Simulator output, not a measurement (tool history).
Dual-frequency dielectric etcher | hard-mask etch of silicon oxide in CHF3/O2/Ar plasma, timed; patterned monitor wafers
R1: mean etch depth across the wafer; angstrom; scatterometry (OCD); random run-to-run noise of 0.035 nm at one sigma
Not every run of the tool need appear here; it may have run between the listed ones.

run 1 hour=0.0 | source_power_(W)=610 bias_power_(W)=150 etch_time_(s)=10 | R1=190.78
run 2 hour=7.6 | source_power_(W)=610 bias_power_(W)=134 etch_time_(s)=10 | R1=182.79
run 3 hour=13.8 | source_power_(W)=610 bias_power_(W)=143 etch_time_(s)=10 | R1=186.47
run 4 hour=18.7 | source_power_(W)=650 bias_power_(W)=143 etch_time_(s)=10 | R1=193.16
run 5 hour=26.5 | source_power_(W)=630 bias_power_(W)=142 etch_time_(s)=10 | R1=189.20
run 6 hour=33.8 | source_power_(W)=620 bias_power_(W)=141 etch_time_(s)=10 | R1=187.78
run 7 hour=35.7 | source_power_(W)=610 bias_power_(W)=140 etch_time_(s)=10 | R1=185.55

Predict the results of run 8:
run 8 hour=41.7 | source_power_(W)=600 bias_power_(W)=139 etch_time_(s)=10 | R1=?

{"run 8": {"R1": 184.51}}
